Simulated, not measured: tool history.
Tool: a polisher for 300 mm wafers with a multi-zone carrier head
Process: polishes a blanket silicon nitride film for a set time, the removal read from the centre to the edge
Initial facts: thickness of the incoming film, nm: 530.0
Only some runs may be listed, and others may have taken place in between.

| run | day | flow of slurry (ml/min) | pressure of the head's centre zone | pressure of the head's middle zone | pressure of the head's edge zone | polishing time (s) | film removed at the wafer's centre (Å) | film removed at mid-radius (Å) | film removed at the wafer's edge (Å) |
|---|---|---|---|---|---|---|---|---|---|
| 1 | 0 | 120 | 1 | 1 | 1 | 57 | 650.4 | 650.65 | 646.23 |
| 2 | 0.2 | 120 | 1 | 1 | 0.97 | 57 | 645.45 | 646.84 | 656.51 |
| 3 | 0.312 | 120 | 1.07 | 1 | 0.97 | 57 | 692.35 | 649.39 | 646.27 |
| 4 | 0.6 | 125 | 1.02 | 0.98 | 0.99 | 60 | 711.58 | 685.28 | 686.79 |
| 5 | 0.675 | 145 | 1.02 | 0.98 | 0.99 | 60 | 736.74 | 690.26 | 707.95 |
| 6 | 0.85 | 145 | 1.02 | 0.98 | 0.92 | 60 | 738.26 | 702.56 | 679.95 |
| 7 | 1.129 | 150 | 1 | 0.99 | 0.98 | 61 | 739.52 | 709.9 | 717.5 |

Predict the results of run 8:
| 8 | 1.162 | 150 | 0.98 | 1 | 1.02 | 62 | ? | ? | ? |

For run 8 the tool returned film removed at the wafer's centre (Å) 722.22, film removed at mid-radius (Å) 749.92, film removed at the wafer's edge (Å) 743.28.
